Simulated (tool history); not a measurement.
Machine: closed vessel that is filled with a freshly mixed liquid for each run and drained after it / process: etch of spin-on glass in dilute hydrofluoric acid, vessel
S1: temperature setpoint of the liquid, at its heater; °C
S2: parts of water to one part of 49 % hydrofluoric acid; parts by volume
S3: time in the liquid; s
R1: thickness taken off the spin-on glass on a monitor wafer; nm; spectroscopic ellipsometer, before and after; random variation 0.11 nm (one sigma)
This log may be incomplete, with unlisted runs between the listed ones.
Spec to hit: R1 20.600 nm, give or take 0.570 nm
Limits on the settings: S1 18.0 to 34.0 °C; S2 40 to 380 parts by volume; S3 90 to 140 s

| run | hour | S1 | S2 | S3 | R1 |
|---|---|---|---|---|---|
| 1 | 0.0 | 26.0 | 210 | 140 | 16.002 |
| 2 | 6.7 | 27.5 | 210 | 140 | 16.740 |
| 3 | 12.7 | 27.5 | 210 | 140 | 16.751 |
| 4 | 21.4 | 29.0 | 210 | 140 | 17.701 |
| 5 | 24.9 | 30.0 | 210 | 140 | 18.351 |
| 6 | 33.9 | 30.5 | 210 | 140 | 18.630 |
| 7 | 38.3 | 31.0 | 210 | 140 | 19.056 |
| 8 | 44.6 | 31.5 | 210 | 140 | 19.488 |
| 9 | 53.3 | 32.0 | 210 | 140 | 19.522 |

Below are 4 possible settings for the next run. Only one of them brings all results inside the allowed miss of their targets. Which is it?
| A | 62.0 | 33.0 | 195 | 140 | ? |
| B | 62.0 | 34.0 | 240 | 140 | ? |
| C | 62.0 | 33.0 | 210 | 135 | ? |
| D | 62.0 | 31.5 | 200 | 140 | ? |

| move | R1 |
|---|---|
| A | 22.400 |
| B | 17.744 |
| C | 19.669 |
| D | 20.628 |
A: the result that was furthest off in the last run now lies on the other side of its target
B: moves away from the targets compared with the last run
C: an improvement on the last run, though not all results are within tolerance
D: in spec on every target
Go with D: it meets all targets.
